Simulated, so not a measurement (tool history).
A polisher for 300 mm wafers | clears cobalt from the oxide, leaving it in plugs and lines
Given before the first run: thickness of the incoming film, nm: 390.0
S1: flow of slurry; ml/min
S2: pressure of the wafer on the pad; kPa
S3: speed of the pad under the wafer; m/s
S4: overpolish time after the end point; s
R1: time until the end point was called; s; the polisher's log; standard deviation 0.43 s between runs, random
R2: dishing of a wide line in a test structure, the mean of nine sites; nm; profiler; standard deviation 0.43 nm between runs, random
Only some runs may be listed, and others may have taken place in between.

Run 1, day 0.000: S1 220 ml/min, S2 15.9 kPa, S3 0.88 m/s, S4 8 s. Result: R1 75.068 s, R2 30.971 nm.
Run 2, day 0.021: S1 220 ml/min, S2 19.3 kPa, S3 0.88 m/s, S4 8 s. Result: R1 63.022 s, R2 35.208 nm.
Run 3, day 0.304: S1 220 ml/min, S2 19.3 kPa, S3 0.92 m/s, S4 7 s. Result: R1 59.612 s, R2 33.278 nm.
Run 4, day 0.404: S1 190 ml/min, S2 19.3 kPa, S3 0.92 m/s, S4 7 s. Result: R1 61.325 s, R2 31.360 nm.
At day 0.538: head pressure recalibrated.
Run 5, day 0.538: S1 210 ml/min, S2 19.3 kPa, S3 0.92 m/s, S4 7 s. Result: R1 55.873 s, R2 34.609 nm.
Run 6, day 0.646: S1 200 ml/min, S2 20.0 kPa, S3 0.94 m/s, S4 6 s. Result: R1 53.075 s, R2 32.526 nm.
Run 7, day 0.825: S1 190 ml/min, S2 20.0 kPa, S3 0.96 m/s, S4 5 s. Result: R1 52.244 s, R2 28.572 nm.

Forecast run 8:
Run 8, day 1.021: S1 180 ml/min, S2 20.0 kPa, S3 1.00 m/s, S4 5 s. Result: R1 ?, R2 ?.

Logged for run 8: R1 50.321 s, R2 29.040 nm.

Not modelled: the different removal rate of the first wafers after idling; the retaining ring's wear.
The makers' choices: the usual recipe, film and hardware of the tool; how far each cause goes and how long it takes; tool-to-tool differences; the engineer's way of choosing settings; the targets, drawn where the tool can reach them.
